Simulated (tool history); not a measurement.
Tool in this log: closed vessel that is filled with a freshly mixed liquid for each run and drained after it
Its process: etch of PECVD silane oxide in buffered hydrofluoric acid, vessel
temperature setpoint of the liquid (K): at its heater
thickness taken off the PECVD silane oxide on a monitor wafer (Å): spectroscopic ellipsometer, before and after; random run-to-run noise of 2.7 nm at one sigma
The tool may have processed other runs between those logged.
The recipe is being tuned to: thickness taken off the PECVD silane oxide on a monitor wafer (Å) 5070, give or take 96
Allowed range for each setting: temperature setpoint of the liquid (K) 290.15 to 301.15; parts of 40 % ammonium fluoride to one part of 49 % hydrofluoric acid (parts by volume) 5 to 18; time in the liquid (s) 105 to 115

run,hour,temperature setpoint of the liquid (K),parts of 40 % ammonium fluoride to one part of 49 % hydrofluoric acid (parts by volume),time in the liquid (s),thickness taken off the PECVD silane oxide on a monitor wafer (Å)
1,0,293.15,11,105,2835.4
2,2.6,290.15,11,105,2407.2
3,9.5,290.15,11,105,2368
4,12.2,290.15,13.5,105,1962.7
5,17,290.15,13.5,105,1967.8
6,22.7,290.15,10.5,105,2513.5
7,25.7,291.65,10.5,105,2758.2
8,29.8,295.65,9.5,105,3683.7
9,32.6,296.65,9.5,105,3906.9
10,39,297.15,9.5,105,4066.1
11,45.8,297.65,9.5,105,4136.9
12,47.9,298.15,9.5,105,4266.5
13,52.4,298.65,9.5,105,4355.2
14,58.1,299.15,9.5,105,4473.5
15,65.7,299.65,9.5,105,4601.9
16,67.8,300.65,9.5,105,4804.2

Which single option among these 5 for the next run brings every result within its allowed miss of target? Just one does.
A,69.9,300.65,10.5,105,?
B,69.9,299.65,10.5,115,?
C,69.9,300.65,10,105,?
D,69.9,300.15,11,110,?
E,69.9,301.15,10.5,115,?

move,thickness taken off the PECVD silane oxide on a monitor wafer (Å)
A,4471.5
B,4642.3
C,4688.6
D,4359
E,5029.4
A: further off than the last run
B: further off than the last run
C: further off than the last run
D: further off than the last run
E: in spec on every target
The move that meets every target is E.
